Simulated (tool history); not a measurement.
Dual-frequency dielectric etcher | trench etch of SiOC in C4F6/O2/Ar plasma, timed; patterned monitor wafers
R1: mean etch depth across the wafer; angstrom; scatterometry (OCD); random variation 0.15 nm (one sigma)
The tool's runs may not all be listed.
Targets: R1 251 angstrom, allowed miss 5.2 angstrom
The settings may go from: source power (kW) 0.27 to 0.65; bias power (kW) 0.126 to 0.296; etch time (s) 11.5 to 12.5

{"run": 1, "hour": 0.0, "source power (kW)": 0.46, "bias power (kW)": 0.211, "etch time (s)": 12.5, "R1": 314.24}
{"run": 2, "hour": 3.9, "source power (kW)": 0.44, "bias power (kW)": 0.206, "etch time (s)": 12.5, "R1": 304.23}
{"run": 3, "hour": 12.8, "source power (kW)": 0.42, "bias power (kW)": 0.203, "etch time (s)": 12.5, "R1": 297.62}
{"run": 4, "hour": 19.8, "source power (kW)": 0.34, "bias power (kW)": 0.203, "etch time (s)": 12.5, "R1": 259.11}
{"run": 5, "hour": 21.9, "source power (kW)": 0.41, "bias power (kW)": 0.203, "etch time (s)": 12.5, "R1": 289.36}
{"run": 6, "hour": 27.7, "source power (kW)": 0.44, "bias power (kW)": 0.203, "etch time (s)": 12.5, "R1": 301.16}
{"hour": 34.5, "done": "wet clean of the chamber"}
{"run": 7, "hour": 34.5, "source power (kW)": 0.43, "bias power (kW)": 0.202, "etch time (s)": 12.5, "R1": 287.11}
{"run": 8, "hour": 37.6, "source power (kW)": 0.42, "bias power (kW)": 0.202, "etch time (s)": 12.5, "R1": 286.31}
{"run": 9, "hour": 44.4, "source power (kW)": 0.41, "bias power (kW)": 0.202, "etch time (s)": 12.5, "R1": 277.97}
{"run": 10, "hour": 51.1, "source power (kW)": 0.41, "bias power (kW)": 0.202, "etch time (s)": 12.5, "R1": 279.38}
{"run": 11, "hour": 57.7, "source power (kW)": 0.4, "bias power (kW)": 0.202, "etch time (s)": 12.5, "R1": 277.29}

5 next moves are on the table. One of them brings every result within its allowed miss. Which?
{"run": "A", "hour": 64.3, "source power (kW)": 0.46, "bias power (kW)": 0.177, "etch time (s)": 11.5, "R1": "?"}
{"run": "B", "hour": 64.3, "source power (kW)": 0.53, "bias power (kW)": 0.215, "etch time (s)": 12.5, "R1": "?"}
{"run": "C", "hour": 64.3, "source power (kW)": 0.51, "bias power (kW)": 0.208, "etch time (s)": 12, "R1": "?"}
{"run": "D", "hour": 64.3, "source power (kW)": 0.38, "bias power (kW)": 0.192, "etch time (s)": 12, "R1": "?"}
{"run": "E", "hour": 64.3, "source power (kW)": 0.43, "bias power (kW)": 0.19, "etch time (s)": 12.5, "R1": "?"}

move=A R1=261.71
move=B R1=324.57
move=C R1=302.47
move=D R1=251.56
move=E R1=280.04
A: nearer than the last run, and not there yet
B: further off than the last run
C: further off than the last run
D: meets every target
E: further off than the last run
Answer: D

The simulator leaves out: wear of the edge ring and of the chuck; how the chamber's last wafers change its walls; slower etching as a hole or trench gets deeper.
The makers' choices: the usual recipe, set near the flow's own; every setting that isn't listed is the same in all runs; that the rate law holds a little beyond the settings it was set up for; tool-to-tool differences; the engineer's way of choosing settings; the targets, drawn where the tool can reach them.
